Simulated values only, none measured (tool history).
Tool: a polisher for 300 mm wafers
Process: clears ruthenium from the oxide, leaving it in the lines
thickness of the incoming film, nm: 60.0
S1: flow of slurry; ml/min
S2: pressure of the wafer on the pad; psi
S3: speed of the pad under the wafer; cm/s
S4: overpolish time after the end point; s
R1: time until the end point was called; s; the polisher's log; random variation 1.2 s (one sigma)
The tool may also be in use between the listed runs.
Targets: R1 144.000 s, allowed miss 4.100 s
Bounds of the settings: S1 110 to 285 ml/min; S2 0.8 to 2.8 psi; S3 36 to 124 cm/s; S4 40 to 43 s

run	day	S1	S2	S3	S4	R1
1	0.000	180	1.8	80	40	97.065
2	0.075	180	1.8	80	40	95.231
3	0.379	175	1.6	80	40	108.640
4	0.546	175	1.6	80	40	107.260
5	0.642	160	1.6	80	40	109.550
6	0.833	155	1.5	80	40	115.270
7	1.000	145	1.0	80	40	168.750
8	1.162	150	1.1	80	40	155.890
9	1.188	190	1.2	80	40	138.380

Which of these 4 next moves meets every target?
A	1.212	180	1.3	78	40	?
B	1.212	185	1.1	78	42	?
C	1.212	150	1.3	74	43	?
D	1.212	260	1.2	78	40	?

move	R1
A	133.470
B	154.770
C	143.910
D	137.850
A: further off than the last run
B: takes the result that was furthest off past its target
C: meets every target
D: further off than the last run
Answer: C
